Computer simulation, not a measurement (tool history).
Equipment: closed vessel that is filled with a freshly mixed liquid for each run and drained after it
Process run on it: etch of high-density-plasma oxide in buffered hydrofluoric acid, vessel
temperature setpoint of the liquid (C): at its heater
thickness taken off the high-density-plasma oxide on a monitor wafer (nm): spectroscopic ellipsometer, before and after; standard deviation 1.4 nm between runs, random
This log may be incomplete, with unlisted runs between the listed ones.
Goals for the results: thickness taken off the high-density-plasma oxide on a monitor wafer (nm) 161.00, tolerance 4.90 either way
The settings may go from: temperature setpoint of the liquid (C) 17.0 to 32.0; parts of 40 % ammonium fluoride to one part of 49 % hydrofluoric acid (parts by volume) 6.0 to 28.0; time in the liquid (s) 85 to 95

run  hour  temperature setpoint of the liquid (C)  parts of 40 % ammonium fluoride to one part of 49 % hydrofluoric acid (parts by volume)  time in the liquid (s)  thickness taken off the high-density-plasma oxide on a monitor wafer (nm)
  1   0.0                                    25.0                                                                                     17.0                      85                                                                     107.28
  2   1.9                                    27.0                                                                                     17.0                      85                                                                     118.17
  3   3.3                                    30.5                                                                                     17.0                      85                                                                     140.07
  4  11.0                                    30.5                                                                                     21.0                      85                                                                     117.35
  5  12.4                                    30.5                                                                                     21.0                      85                                                                     115.61
  6  21.2                                    30.5                                                                                     21.0                      85                                                                     114.78
  7  22.3                                    30.5                                                                                     21.0                      85                                                                     117.79
  8  25.1                                    31.0                                                                                     19.5                      85                                                                     127.66
  9  33.9                                    31.5                                                                                     18.5                      85                                                                     139.77
 10  35.8                                    31.5                                                                                     18.0                      85                                                                     139.80
 11  37.7                                    31.5                                                                                     17.0                      85                                                                     150.06
 12  44.5                                    31.5                                                                                     16.5                      85                                                                     155.34
 13  46.9                                    31.5                                                                                     16.5                      85                                                                     156.00

Consider the 5 candidate settings below. Which is the only one whose results all fall within their allowed miss of target?
  A  49.3                                    32.0                                                                                     17.0                      90                                                                          ?
  B  49.3                                    28.5                                                                                     16.5                      95                                                                          ?
  C  49.3                                    30.0                                                                                     16.0                      85                                                                          ?
  D  49.3                                    28.5                                                                                     16.0                      95                                                                          ?
  E  49.3                                    31.0                                                                                     16.5                      85                                                                          ?

move  thickness taken off the high-density-plasma oxide on a monitor wafer (nm)
   A                                                                     163.58
   B                                                                     147.93
   C                                                                     147.67
   D                                                                     152.46
   E                                                                     151.00
A: all results land within tolerance of their targets
B: moves away from the targets compared with the last run
C: moves away from the targets compared with the last run
D: moves away from the targets compared with the last run
E: moves away from the targets compared with the last run
A meets every target.
